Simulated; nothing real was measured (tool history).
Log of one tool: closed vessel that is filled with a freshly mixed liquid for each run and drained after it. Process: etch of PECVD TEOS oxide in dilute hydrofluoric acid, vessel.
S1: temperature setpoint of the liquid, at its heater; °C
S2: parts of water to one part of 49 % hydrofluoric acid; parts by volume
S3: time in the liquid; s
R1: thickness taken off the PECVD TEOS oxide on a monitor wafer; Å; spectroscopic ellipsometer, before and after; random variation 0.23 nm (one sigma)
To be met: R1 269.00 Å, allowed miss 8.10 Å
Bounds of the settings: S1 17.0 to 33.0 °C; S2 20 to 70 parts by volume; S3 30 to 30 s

run	hour	S1	S2	S3	R1
1	0.0	25.0	40	30	172.16
2	1.3	25.0	40	30	172.30
3	5.7	27.0	40	30	187.05
4	11.4	25.0	40	30	171.60
5	20.5	25.0	40	30	171.28
6	27.2	25.0	40	30	174.46
7	35.3	25.0	40	30	173.18
8	42.2	27.0	40	30	186.88
9	45.1	28.5	40	30	199.12

5 next moves are on the table. One of them brings every result within its allowed miss. Which?
A	48.0	28.5	30	30	?
B	48.0	27.0	30	30	?
C	48.0	26.5	30	30	?
D	48.0	27.0	25	30	?
E	48.0	30.0	35	30	?

move	R1
A	273.96
B	257.73
C	252.51
D	311.56
E	247.48
A: meets every target
B: nearer than the last run, and not there yet
C: nearer than the last run, and not there yet
D: takes the result that was furthest off past its target
E: nearer than the last run, and not there yet
Answer: A
